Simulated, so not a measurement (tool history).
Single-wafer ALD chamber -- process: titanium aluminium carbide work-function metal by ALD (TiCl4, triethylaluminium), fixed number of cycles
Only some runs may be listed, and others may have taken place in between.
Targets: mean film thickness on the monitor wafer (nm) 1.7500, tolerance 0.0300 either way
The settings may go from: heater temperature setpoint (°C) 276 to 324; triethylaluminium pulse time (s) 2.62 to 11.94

| run | hour | heater temperature setpoint (°C) | triethylaluminium pulse time (s) | mean film thickness on the monitor wafer (nm) |
|---|---|---|---|---|
| 1 | 0.0 | 300 | 7.28 | 1.8876 |
| 2 | 0.7 | 298 | 7.19 | 1.8645 |
| 3 | 7.3 | 289 | 7.19 | 1.7946 |
| 4 | 8.6 | 289 | 8.75 | 1.8709 |
| 5 | 12.8 | 289 | 9.58 | 1.9284 |
| 6 | 17.4 | 289 | 10.34 | 1.9341 |
| 7 | 21.6 | 287 | 10.00 | 1.9236 |
| 8 | 30.5 | 286 | 9.69 | 1.9050 |
| 9 | 34.4 | 285 | 9.38 | 1.8818 |
| 10 | 42.5 | 284 | 9.12 | 1.8466 |
| 11 | 45.8 | 283 | 9.01 | 1.8321 |
| 12 | 54.3 | 283 | 9.01 | 1.8451 |
| 13 | 61.5 | 283 | 9.01 | 1.8452 |
| 14 | 69.1 | 282 | 8.84 | 1.8251 |
| 15 | 77.4 | 281 | 8.72 | 1.8153 |
| 16 | 86.3 | 280 | 8.61 | 1.7995 |
| 17 | 87.9 | 280 | 8.53 | 1.8059 |
| 18 | 92.3 | 279 | 8.42 | 1.8102 |
| 19 | 101.3 | 279 | 8.25 | 1.7933 |

Exactly one of the 5 candidate moves below puts every result within its allowed miss. Which one?
| A | 110.3 | 278 | 10.45 | ? |
| B | 110.3 | 291 | 7.85 | ? |
| C | 110.3 | 283 | 7.20 | ? |
| D | 110.3 | 276 | 9.06 | ? |
| E | 110.3 | 276 | 6.39 | ? |

| move | mean film thickness on the monitor wafer (nm) |
|---|---|
| A | 1.8589 |
| B | 1.8554 |
| C | 1.7610 |
| D | 1.7993 |
| E | 1.6592 |
A: its largest miss is bigger than the last run's
B: its largest miss is bigger than the last run's
C: every result lands within tolerance
D: its largest miss is bigger than the last run's
E: pushes the last run's worst result past its target
The move that meets every target is C.
